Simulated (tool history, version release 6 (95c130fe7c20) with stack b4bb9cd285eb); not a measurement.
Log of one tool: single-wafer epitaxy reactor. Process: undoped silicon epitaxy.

run	day	wafer temperature setpoint (pyrometer-controlled) (°C)	deposition time (s)	mean film thickness on the monitor wafer (nm)
1	0	655	266	44.747
2	0.162	655	243	40.892
3	0.404	648	243	34.42
4	0.7	654	243	39.961
5	0.804	658	243	44.21
6	1.058	660	243	46.299
# day 1.408: pyrometer calibrated
7	1.408	668	243	61.607

Run 8 comes next. What will it give?
8	1.45	667	243	?

{"run 8": {"mean film thickness on the monitor wafer (nm)": 60.354}}
